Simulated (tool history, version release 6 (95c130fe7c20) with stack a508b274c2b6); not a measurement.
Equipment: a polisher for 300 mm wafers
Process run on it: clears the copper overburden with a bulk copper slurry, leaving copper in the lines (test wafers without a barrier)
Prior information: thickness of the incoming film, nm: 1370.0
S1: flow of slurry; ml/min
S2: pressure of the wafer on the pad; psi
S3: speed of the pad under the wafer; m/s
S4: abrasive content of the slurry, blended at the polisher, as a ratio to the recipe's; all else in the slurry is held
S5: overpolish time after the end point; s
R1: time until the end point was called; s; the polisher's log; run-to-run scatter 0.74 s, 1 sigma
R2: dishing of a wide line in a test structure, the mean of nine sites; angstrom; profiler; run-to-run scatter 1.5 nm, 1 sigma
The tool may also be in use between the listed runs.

run 1 hour=0.0 | S1=315 S2=2.5 S3=1.14 S4=1.0 S5=11 | R1=129.910 R2=670.28
run 2 hour=5.0 | S1=315 S2=2.5 S3=1.14 S4=0.9 S5=11 | R1=136.440 R2=699.85
run 3 hour=11.2 | S1=315 S2=2.7 S3=1.14 S4=0.9 S5=10 | R1=128.630 R2=669.86
run 4 hour=17.1 | S1=315 S2=2.7 S3=1.14 S4=0.9 S5=7 | R1=127.650 R2=512.94
run 5 hour=25.0 | S1=315 S2=2.7 S3=1.14 S4=0.9 S5=12 | R1=126.030 R2=754.73
run 6 hour=33.7 | S1=315 S2=2.7 S3=1.14 S4=0.8 S5=12 | R1=130.060 R2=757.24
run 7 hour=42.0 | S1=330 S2=3.4 S3=1.16 S4=0.9 S5=6 | R1=103.850 R2=539.52
run 8 hour=50.0 | S1=330 S2=3.5 S3=1.16 S4=0.9 S5=7 | R1=102.910 R2=615.16
run 9 hour=59.0 | S1=330 S2=3.6 S3=1.18 S4=0.9 S5=7 | R1=98.788 R2=615.68
run 10 hour=66.1 | S1=330 S2=3.7 S3=1.20 S4=0.9 S5=7 | R1=93.849 R2=635.70

Expected results for the next run?
run 11 hour=70.0 | S1=330 S2=3.8 S3=1.22 S4=0.9 S5=8 | R1=? R2=?

Run 11 yielded R1 91.728 s, R2 737.97 angstrom.
